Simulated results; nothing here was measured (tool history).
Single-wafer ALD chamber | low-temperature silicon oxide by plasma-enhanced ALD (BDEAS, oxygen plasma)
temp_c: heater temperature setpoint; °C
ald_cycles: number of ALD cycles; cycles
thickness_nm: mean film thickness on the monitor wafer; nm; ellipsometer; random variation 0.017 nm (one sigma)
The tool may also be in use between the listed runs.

run,day,temp_c,ald_cycles,thickness_nm
1,0.000,120,32,4.8496
2,0.046,121,31,4.6944
3,0.371,121,35,5.2924
4,0.575,121,32,4.8179
5,0.658,123,31,4.6559
6,0.904,123,33,4.9838
7,1.112,123,32,4.8371

The next listed run, before its measurement:
8,1.462,123,31,?

thickness_nm: 4.6773 nm

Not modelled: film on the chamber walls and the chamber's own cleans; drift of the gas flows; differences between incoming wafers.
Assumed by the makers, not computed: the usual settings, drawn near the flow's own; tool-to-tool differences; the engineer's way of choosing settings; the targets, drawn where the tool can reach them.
